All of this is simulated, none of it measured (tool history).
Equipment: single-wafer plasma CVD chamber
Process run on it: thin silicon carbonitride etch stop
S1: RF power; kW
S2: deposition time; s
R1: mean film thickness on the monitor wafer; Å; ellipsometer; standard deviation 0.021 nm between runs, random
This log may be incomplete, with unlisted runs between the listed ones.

run  hour     S1    S2      R1
  1     0  0.205  12.5    72.3
  2   2.6   0.18  12.5  69.664
  3  11.4   0.19  12.9  73.013
  4  14.3    0.2  13.2  75.808
  5  19.1  0.205  13.4  77.848
  6    23   0.19  13.4  76.068
  7  24.3    0.2  13.6  78.333

What does the tool deliver on the next run?
  8  30.6  0.205  13.8   ?

{"run 8": {"R1": 79.714}}

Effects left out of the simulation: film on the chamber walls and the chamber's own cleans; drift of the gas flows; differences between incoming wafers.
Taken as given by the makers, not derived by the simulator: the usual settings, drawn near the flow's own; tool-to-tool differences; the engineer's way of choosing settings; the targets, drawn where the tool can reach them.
